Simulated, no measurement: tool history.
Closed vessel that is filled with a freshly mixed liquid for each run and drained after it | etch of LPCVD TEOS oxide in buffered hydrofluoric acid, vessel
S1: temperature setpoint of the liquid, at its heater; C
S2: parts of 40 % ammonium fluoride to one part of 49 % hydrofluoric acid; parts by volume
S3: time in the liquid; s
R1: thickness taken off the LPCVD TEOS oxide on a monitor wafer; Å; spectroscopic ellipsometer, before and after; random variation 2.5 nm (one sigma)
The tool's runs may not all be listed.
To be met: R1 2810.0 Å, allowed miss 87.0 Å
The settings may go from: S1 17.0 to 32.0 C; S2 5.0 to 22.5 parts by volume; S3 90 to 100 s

run,hour,S1,S2,S3,R1
1,0.0,24.0,13.5,90,1924.7
2,2.1,21.0,13.5,90,1638.4
3,11.1,21.0,13.5,90,1610.9
4,15.8,21.0,10.0,90,2159.8
5,19.8,22.0,10.0,90,2293.3
6,26.0,18.5,10.0,90,1877.5
7,31.9,20.0,10.0,90,2030.3
8,40.4,21.0,10.0,90,2158.2
9,47.9,22.0,10.0,90,2321.1

Which of these 4 next moves meets every target?
A,55.4,21.0,6.0,90,?
B,55.4,25.5,9.5,95,?
C,55.4,21.5,8.0,95,?
D,55.4,22.5,8.5,100,?

move,R1
A,3416.2
B,2972.2
C,2807.6
D,2924.5
A: takes the result that was furthest off past its target
B: takes the result that was furthest off past its target
C: meets every target
D: takes the result that was furthest off past its target
Move C is the one to make.
